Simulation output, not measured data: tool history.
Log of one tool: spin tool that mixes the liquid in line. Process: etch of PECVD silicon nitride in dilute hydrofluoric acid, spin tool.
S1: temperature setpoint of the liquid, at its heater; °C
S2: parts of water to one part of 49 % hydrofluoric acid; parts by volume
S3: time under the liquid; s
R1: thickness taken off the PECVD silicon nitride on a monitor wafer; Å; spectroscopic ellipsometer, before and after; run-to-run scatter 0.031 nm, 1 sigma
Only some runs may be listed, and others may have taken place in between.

run	hour	S1	S2	S3	R1
1	0	25	195	275	31.004
2	3.5	25	195	295	34.605
3	11.4	27	195	295	38.685
4	14.1	25	200	295	31.86
5	18.2	28.5	200	295	40.778
6	18.9	28.5	260	295	32.256
7	23.1	27	260	295	28.636
8	31.1	26	260	295	26.977
9	35	25.5	260	295	26.005
10	35.6	25	260	295	25.269

Run 11 has not been measured yet. What should we expect?
11	44.4	24.5	260	295	?

Run 11 measured R1 24.473 Å.
